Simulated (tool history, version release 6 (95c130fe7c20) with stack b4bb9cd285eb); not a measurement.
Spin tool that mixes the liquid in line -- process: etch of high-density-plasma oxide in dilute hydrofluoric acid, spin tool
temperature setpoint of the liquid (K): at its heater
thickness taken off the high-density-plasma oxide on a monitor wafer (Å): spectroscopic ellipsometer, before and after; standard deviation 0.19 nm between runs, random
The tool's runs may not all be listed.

| run | hour | temperature setpoint of the liquid (K) | parts of water to one part of 49 % hydrofluoric acid (parts by volume) | time under the liquid (s) | thickness taken off the high-density-plasma oxide on a monitor wafer (Å) |
|---|---|---|---|---|---|
| 1 | 0.0 | 297.15 | 130 | 265 | 155.73 |
| 2 | 8.5 | 297.15 | 100 | 265 | 209.33 |
| 3 | 10.6 | 298.15 | 100 | 265 | 215.61 |
| 4 | 18.2 | 295.15 | 100 | 265 | 194.47 |
| 5 | 20.3 | 297.65 | 100 | 265 | 210.87 |
| 6 | 21.9 | 298.65 | 100 | 265 | 221.64 |
| 7 | 29.4 | 299.15 | 100 | 265 | 225.96 |

Expected results for the next run?
| 8 | 37.6 | 299.65 | 100 | 265 | ? |

{"run 8": {"thickness taken off the high-density-plasma oxide on a monitor wafer (Å)": 231.93}}

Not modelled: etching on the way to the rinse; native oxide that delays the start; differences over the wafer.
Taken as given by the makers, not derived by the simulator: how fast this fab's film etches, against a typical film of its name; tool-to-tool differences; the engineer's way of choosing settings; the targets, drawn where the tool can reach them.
